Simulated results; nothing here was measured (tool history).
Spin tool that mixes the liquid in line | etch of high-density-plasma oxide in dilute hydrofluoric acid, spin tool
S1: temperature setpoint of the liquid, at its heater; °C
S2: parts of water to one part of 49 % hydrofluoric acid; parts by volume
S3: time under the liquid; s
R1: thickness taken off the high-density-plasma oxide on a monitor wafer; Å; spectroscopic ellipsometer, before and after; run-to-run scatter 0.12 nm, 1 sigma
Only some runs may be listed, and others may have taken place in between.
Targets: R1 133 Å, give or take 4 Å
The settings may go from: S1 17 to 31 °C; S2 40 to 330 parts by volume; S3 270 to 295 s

run	hour	S1	S2	S3	R1
1	0	23	185	270	83.875
2	6	24.5	180	270	91.158
3	11.7	24.5	180	270	91.95
4	16.5	26	175	270	99.427
5	24.5	27	170	270	107.5
6	25.6	27	195	270	89.957
7	32.4	31	150	270	143.52
8	33.7	30.5	150	270	140.47
9	39.6	30	150	270	139.33

Pick the move, out of 5, that brings all results within their allowed miss; only one does.
A	45.5	29	140	270	?
B	45.5	30.5	160	295	?
C	45.5	30	140	270	?
D	45.5	30	145	270	?
E	45.5	31	165	280	?

move	R1
A	143.44
B	141.02
C	148.76
D	142.68
E	131.25
A: lands further from the targets than the last run did
B: lands further from the targets than the last run did
C: lands further from the targets than the last run did
D: lands further from the targets than the last run did
E: each result inside its tolerance
So the answer is move E, the one that meets all the targets.

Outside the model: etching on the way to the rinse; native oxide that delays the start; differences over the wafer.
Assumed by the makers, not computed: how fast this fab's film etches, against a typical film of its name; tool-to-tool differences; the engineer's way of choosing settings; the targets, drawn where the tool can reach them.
